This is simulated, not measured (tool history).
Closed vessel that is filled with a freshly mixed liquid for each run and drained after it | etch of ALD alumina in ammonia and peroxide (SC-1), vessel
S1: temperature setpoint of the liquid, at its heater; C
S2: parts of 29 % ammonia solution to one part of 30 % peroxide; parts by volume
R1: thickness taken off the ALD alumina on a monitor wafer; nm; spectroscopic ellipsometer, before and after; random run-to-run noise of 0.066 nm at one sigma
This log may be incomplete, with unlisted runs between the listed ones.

run 1 hour=0.0 | S1=63.0 S2=0.80 time_in_the_liquid_(s)=110 | R1=10.5530
run 2 hour=4.1 | S1=60.5 S2=0.80 time_in_the_liquid_(s)=110 | R1=9.2591
run 3 hour=7.4 | S1=63.0 S2=0.80 time_in_the_liquid_(s)=110 | R1=10.5390
run 4 hour=9.7 | S1=65.0 S2=0.80 time_in_the_liquid_(s)=110 | R1=11.6220
run 5 hour=14.6 | S1=65.0 S2=0.65 time_in_the_liquid_(s)=110 | R1=11.3470
run 6 hour=17.7 | S1=58.0 S2=0.65 time_in_the_liquid_(s)=110 | R1=8.0120
run 7 hour=23.9 | S1=61.5 S2=0.65 time_in_the_liquid_(s)=110 | R1=9.5397

What will run 8 give?
run 8 hour=29.3 | S1=64.0 S2=0.65 time_in_the_liquid_(s)=110 | R1=?

{"run 8": {"R1": 10.903}}

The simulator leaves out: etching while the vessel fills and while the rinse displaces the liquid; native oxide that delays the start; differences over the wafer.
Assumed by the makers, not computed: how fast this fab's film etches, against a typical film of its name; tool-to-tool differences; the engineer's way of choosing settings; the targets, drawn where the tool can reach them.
